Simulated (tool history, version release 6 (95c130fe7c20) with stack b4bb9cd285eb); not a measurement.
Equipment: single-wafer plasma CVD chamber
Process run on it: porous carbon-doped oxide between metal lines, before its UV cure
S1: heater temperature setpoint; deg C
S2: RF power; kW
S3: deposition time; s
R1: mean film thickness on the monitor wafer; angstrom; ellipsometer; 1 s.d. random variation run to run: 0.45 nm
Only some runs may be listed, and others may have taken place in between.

run  hour   S1     S2    S3      R1
  1   0.0  285  0.480  34.5  1879.4
  2   3.6  285  0.520  34.5  1985.9
  3   8.5  288  0.520  34.5  1947.3
  4  10.7  288  0.520  35.6  2014.7
  5  12.6  290  0.515  35.6  1978.8
  6  14.0  290  0.570  35.6  2115.7

Run 7 comes next. What will it give?
  7  20.2  292  0.560  35.6   ?

Logged for run 7: R1 2058.1 angstrom.

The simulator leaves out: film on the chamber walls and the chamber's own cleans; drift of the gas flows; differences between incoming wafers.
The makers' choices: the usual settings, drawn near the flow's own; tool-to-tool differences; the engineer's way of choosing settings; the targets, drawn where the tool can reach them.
